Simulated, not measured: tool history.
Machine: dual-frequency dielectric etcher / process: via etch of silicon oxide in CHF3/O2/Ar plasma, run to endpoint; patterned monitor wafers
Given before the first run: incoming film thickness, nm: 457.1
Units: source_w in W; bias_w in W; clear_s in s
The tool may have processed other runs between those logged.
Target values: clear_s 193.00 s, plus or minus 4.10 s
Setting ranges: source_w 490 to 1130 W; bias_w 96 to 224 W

run  hour  source_w  bias_w  clear_s
  1   0.0       810     160   212.58
  2   6.2       840     161   209.42
  3  13.1       860     162   204.19
  4  15.9       870     162   203.30
  5  22.8       880     162   200.98
  6  28.4       790     162   216.46
  7  31.2       810     163   211.95
  8  36.5       830     164   209.02
     44.7  -- source power generator calibrated
  9  44.7       830     164   214.37
 10  52.1       850     163   210.32

Which one of the following 5 next-run settings gets every result inside its allowed miss? There is exactly one.
  A  59.5       770     143        ?
  B  59.5       860     153        ?
  C  59.5       700     178        ?
  D  59.5       900     203        ?
  E  59.5       830     163        ?

move  clear_s
   A   232.23
   B   213.09
   C   233.31
   D   192.24
   E   214.18
A: its largest miss is bigger than the last run's
B: its largest miss is bigger than the last run's
C: its largest miss is bigger than the last run's
D: all results land within tolerance of their targets
E: its largest miss is bigger than the last run's
The right move is D.
